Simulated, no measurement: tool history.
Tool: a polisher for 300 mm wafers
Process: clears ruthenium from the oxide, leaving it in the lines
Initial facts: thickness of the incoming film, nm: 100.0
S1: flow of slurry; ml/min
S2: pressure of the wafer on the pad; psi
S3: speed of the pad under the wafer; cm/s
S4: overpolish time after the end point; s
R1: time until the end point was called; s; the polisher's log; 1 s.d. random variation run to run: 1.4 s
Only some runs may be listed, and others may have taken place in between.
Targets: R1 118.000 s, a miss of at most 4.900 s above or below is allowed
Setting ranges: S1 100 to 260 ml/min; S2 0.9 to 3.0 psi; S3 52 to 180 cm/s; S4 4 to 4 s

Run 1, hour 0.0: S1 165 ml/min, S2 1.9 psi, S3 116 cm/s, S4 4 s. Result: R1 78.979 s.
Run 2, hour 5.6: S1 165 ml/min, S2 2.1 psi, S3 116 cm/s, S4 4 s. Result: R1 70.410 s.
Run 3, hour 7.1: S1 165 ml/min, S2 1.9 psi, S3 116 cm/s, S4 4 s. Result: R1 79.245 s.
Run 4, hour 8.8: S1 165 ml/min, S2 1.9 psi, S3 144 cm/s, S4 4 s. Result: R1 64.122 s.
Run 5, hour 13.6: S1 140 ml/min, S2 1.9 psi, S3 144 cm/s, S4 4 s. Result: R1 66.661 s.
Run 6, hour 17.8: S1 135 ml/min, S2 1.6 psi, S3 144 cm/s, S4 4 s. Result: R1 77.016 s.
Run 7, hour 20.1: S1 130 ml/min, S2 1.4 psi, S3 142 cm/s, S4 4 s. Result: R1 91.378 s.
Run 8, hour 25.6: S1 125 ml/min, S2 1.3 psi, S3 142 cm/s, S4 4 s. Result: R1 98.459 s.
Run 9, hour 28.8: S1 125 ml/min, S2 1.2 psi, S3 142 cm/s, S4 4 s. Result: R1 106.220 s.
Run 10, hour 35.9: S1 120 ml/min, S2 1.0 psi, S3 142 cm/s, S4 4 s. Result: R1 127.630 s.

Next run, 4 choices. One meets every target within its allowed miss, the rest don't. Which?
Run A, hour 43.0: S1 120 ml/min, S2 1.1 psi, S3 142 cm/s, S4 4 s. Result: R1 ?.
Run B, hour 43.0: S1 145 ml/min, S2 1.1 psi, S3 110 cm/s, S4 4 s. Result: R1 ?.
Run C, hour 43.0: S1 100 ml/min, S2 1.1 psi, S3 134 cm/s, S4 4 s. Result: R1 ?.
Run D, hour 43.0: S1 125 ml/min, S2 1.0 psi, S3 138 cm/s, S4 4 s. Result: R1 ?.

move       R1
   A  116.000
   B  142.480
   C  129.170
   D  129.250
A: all results in spec
B: the biggest miss grows against the last run
C: the biggest miss grows against the last run
D: the biggest miss grows against the last run
A is the move that brings every result within its allowed miss.
